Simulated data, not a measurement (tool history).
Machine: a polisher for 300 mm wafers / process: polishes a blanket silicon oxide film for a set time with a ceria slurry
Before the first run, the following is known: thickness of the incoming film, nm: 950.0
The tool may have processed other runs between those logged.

run,hour,flow of slurry (ml/min),pressure of the wafer on the pad (psi),speed of the pad under the wafer (cm/s),polishing time (s),film removed (angstrom)
1,0,235,3.5,140,35,2330.7
2,3.2,235,3.6,140,35,2527.3
3,10.4,235,3.6,140,31,2214.3
4,12,235,3.8,140,31,2319.9
5,19.4,235,4,140,31,2390.7
6,27.9,235,4.1,142,31,2552.9
7,32.5,235,4.2,142,31,2530.8
8,34.6,235,4.3,144,31,2653.1
9,36.9,235,4.4,144,31,2688
10,44.8,235,4.5,146,31,2829.4
11,52.8,235,4.6,146,31,2925.2

The next listed run, before its measurement:
12,57.8,235,4.7,146,31,?

film removed (angstrom): 2994.6
